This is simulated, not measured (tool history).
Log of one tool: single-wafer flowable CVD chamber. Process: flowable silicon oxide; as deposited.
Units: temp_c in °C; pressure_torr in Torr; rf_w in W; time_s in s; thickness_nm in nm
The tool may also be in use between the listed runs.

| run | hour | temp_c | pressure_torr | rf_w | time_s | thickness_nm |
|---|---|---|---|---|---|---|
| 1 | 0 | 95 | 0.764 | 2675 | 556 | 392.17 |
| 2 | 4 | 90 | 0.764 | 2675 | 556 | 472.8 |
| 3 | 8.8 | 98 | 0.764 | 2675 | 556 | 352.03 |
| 4 | 12.4 | 93 | 0.764 | 2675 | 556 | 424.2 |
| 5 | 15.5 | 103 | 0.764 | 2675 | 556 | 291.78 |
| 6 | 23.6 | 96 | 0.765 | 2675 | 556 | 379.57 |
| 7 | 29.6 | 92 | 0.765 | 2675 | 556 | 441.82 |
| 8 | 35.7 | 89 | 0.765 | 2675 | 556 | 491.07 |
| 9 | 39 | 87 | 0.765 | 2675 | 556 | 528.18 |
| 10 | 43.2 | 86 | 0.765 | 2675 | 556 | 544.48 |
| 11 | 48.7 | 85 | 0.765 | 2675 | 556 | 561.95 |

Forecast run 12:
| 12 | 57.5 | 84 | 0.765 | 2675 | 556 | ? |

Run 12 gave thickness_nm 582.54 nm.
